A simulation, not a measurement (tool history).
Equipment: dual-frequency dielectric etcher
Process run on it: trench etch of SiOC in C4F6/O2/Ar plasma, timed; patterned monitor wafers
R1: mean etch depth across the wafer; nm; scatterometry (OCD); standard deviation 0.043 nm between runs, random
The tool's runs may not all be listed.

Run 1, day 0: source power (W) 350, bias power (W) 205, etch time (s) 8.5. Result: R1 17.967 nm.
Run 2, day 0.117: source power (W) 330, bias power (W) 200, etch time (s) 8.5. Result: R1 17.467 nm.
Run 3, day 0.146: source power (W) 330, bias power (W) 220, etch time (s) 8.5. Result: R1 17.992 nm.
Run 4, day 0.375: source power (W) 310, bias power (W) 214, etch time (s) 8.5. Result: R1 17.52 nm.
Run 5, day 0.662: source power (W) 310, bias power (W) 214, etch time (s) 8.5. Result: R1 17.407 nm.
Run 6, day 0.767: source power (W) 290, bias power (W) 210, etch time (s) 8.5. Result: R1 16.95 nm.
Run 7, day 1.033: source power (W) 280, bias power (W) 207, etch time (s) 8.5. Result: R1 16.705 nm.
Run 8, day 1.15: source power (W) 270, bias power (W) 204, etch time (s) 8.5. Result: R1 16.377 nm.
Run 9, day 1.296: source power (W) 260, bias power (W) 202, etch time (s) 8.5. Result: R1 16.066 nm.
Run 10, day 1.629: source power (W) 260, bias power (W) 202, etch time (s) 8.5. Result: R1 16.039 nm.

What will run 11 give?
Run 11, day 1.996: source power (W) 250, bias power (W) 201, etch time (s) 8.5. Result: R1 ?.

R1: 15.847 nm
